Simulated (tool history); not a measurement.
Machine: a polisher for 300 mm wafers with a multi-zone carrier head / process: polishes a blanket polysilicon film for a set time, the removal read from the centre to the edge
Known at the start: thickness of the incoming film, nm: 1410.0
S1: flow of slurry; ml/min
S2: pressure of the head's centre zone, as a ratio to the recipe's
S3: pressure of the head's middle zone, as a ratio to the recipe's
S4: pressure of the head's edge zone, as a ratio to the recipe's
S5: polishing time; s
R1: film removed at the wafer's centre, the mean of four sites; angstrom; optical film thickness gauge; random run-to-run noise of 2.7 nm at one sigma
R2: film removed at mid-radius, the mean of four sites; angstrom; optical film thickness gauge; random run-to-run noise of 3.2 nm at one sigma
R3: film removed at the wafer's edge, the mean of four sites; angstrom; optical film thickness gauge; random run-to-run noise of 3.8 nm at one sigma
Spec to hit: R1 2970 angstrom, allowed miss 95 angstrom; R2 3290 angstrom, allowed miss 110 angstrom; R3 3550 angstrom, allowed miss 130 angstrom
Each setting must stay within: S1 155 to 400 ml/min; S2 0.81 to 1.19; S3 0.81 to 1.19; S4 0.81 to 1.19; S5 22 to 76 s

run 1 hour=0 | S1=255 S2=1 S3=1 S4=1 S5=49 | R1=2592 R2=2629.3 R3=2643.4
run 2 hour=8.2 | S1=255 S2=1 S3=0.94 S4=1 S5=49 | R1=2614.1 R2=2516.9 R3=2647.7
run 3 hour=11.4 | S1=255 S2=1 S3=0.94 S4=1 S5=38 | R1=1968 R2=1975.7 R3=2055.8
run 4 hour=17.9 | S1=285 S2=1 S3=0.94 S4=1 S5=38 | R1=2014.5 R2=1994.7 R3=2070.2
run 5 hour=25.2 | S1=285 S2=1 S3=1 S4=1 S5=38 | R1=2054.3 R2=2116 R3=2085.8
-- hour=32.8 worn pad replaced by a new one
run 6 hour=32.8 | S1=285 S2=0.95 S3=1 S4=1 S5=38 | R1=2061.7 R2=2222.1 R3=2202.4
run 7 hour=35 | S1=300 S2=0.93 S3=1 S4=1.05 S5=43 | R1=2234.4 R2=2488.3 R3=2614.6
run 8 hour=42.8 | S1=315 S2=0.95 S3=1.02 S4=1.08 S5=46 | R1=2476.8 R2=2701.9 R3=2794.5
run 9 hour=45 | S1=325 S2=0.95 S3=1.03 S4=1.11 S5=48 | R1=2647.1 R2=2941.7 R3=2944

Which single option among these 5 for the next run brings every result within its allowed miss of target? Just one does.
run A hour=47.2 | S1=180 S2=0.91 S3=0.97 S4=1.08 S5=61 | R1=? R2=? R3=?
run B hour=47.2 | S1=395 S2=0.94 S3=1.02 S4=1.06 S5=58 | R1=? R2=? R3=?
run C hour=47.2 | S1=365 S2=0.9 S3=1.04 S4=1.12 S5=57 | R1=? R2=? R3=?
run D hour=47.2 | S1=335 S2=0.93 S3=0.95 S4=1.19 S5=55 | R1=? R2=? R3=?
run E hour=47.2 | S1=330 S2=0.97 S3=0.99 S4=1.16 S5=56 | R1=? R2=? R3=?

move=A R1=3003.7 R2=3321.8 R3=3496.1
move=B R1=3219.2 R2=3554.9 R3=3489.3
move=C R1=3009 R2=3529.1 R3=3509
move=D R1=2976.9 R2=3143 R3=3479.8
move=E R1=3159 R2=3303.5 R3=3491.1
A: meets every target
B: brings the result that was furthest off to its target, and leaves another outside
C: brings the result that was furthest off to its target, and leaves another outside
D: brings the result that was furthest off to its target, and leaves another outside
E: brings the result that was furthest off to its target, and leaves another outside
A meets every target.
